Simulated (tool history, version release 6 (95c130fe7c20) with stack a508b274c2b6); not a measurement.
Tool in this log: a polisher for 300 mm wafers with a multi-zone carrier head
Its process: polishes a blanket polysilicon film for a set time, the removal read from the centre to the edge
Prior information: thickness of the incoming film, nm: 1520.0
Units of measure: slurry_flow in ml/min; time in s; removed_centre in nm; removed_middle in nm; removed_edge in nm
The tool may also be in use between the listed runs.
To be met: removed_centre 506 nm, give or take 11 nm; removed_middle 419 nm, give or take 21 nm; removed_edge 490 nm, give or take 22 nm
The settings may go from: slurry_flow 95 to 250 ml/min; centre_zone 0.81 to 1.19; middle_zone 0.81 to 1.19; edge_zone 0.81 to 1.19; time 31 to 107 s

run    day  slurry_flow  centre_zone  middle_zone  edge_zone  time  removed_centre  removed_middle  removed_edge
  1      0          160            1            1          1    69          528.58          529.22        538.36
  2  0.229          160            1            1       1.05    69          519.37          539.48         568.4
  3  0.496          150         1.01         0.97       1.03    68           515.8          517.14        544.71
  4  0.633          150         0.96         0.97       1.03    68          488.48          510.42         545.9
  5  0.954          150         0.96         0.97       1.03    76          553.64           573.7        619.19
  6  1.312          145         0.97         0.93       1.01    74          527.81          532.72        598.65
  7  1.379          145         0.99          0.9       0.97    73           534.3          502.48        570.85
  8  1.412          140         0.99         0.88       0.94    72           526.1          484.83        549.21
  9  1.675          140         0.99         0.88       0.94    72          523.53          485.37        540.73

5 next moves are on the table. One of them brings every result within its allowed miss. Which?
  A  1.938          145         1.09         0.92        0.9    68               ?               ?             ?
  B  1.938          160         0.85            1       0.98    78               ?               ?             ?
  C  1.938          185            1         1.11       0.87    68               ?               ?             ?
  D  1.938          105         0.93         0.89       0.99    82               ?               ?             ?
  E  1.938          135         1.03         0.81       0.87    67               ?               ?             ?

move  removed_centre  removed_middle  removed_edge
   A          550.66          482.95        498.69
   B          504.57          605.19         603.4
   C          532.93          589.44        506.57
   D          514.51          521.45        593.02
   E          503.13          423.73        478.97
A: the biggest miss grows against the last run
B: the biggest miss grows against the last run
C: the biggest miss grows against the last run
D: the biggest miss grows against the last run
E: meets every target
Correct choice: E, which meets every target

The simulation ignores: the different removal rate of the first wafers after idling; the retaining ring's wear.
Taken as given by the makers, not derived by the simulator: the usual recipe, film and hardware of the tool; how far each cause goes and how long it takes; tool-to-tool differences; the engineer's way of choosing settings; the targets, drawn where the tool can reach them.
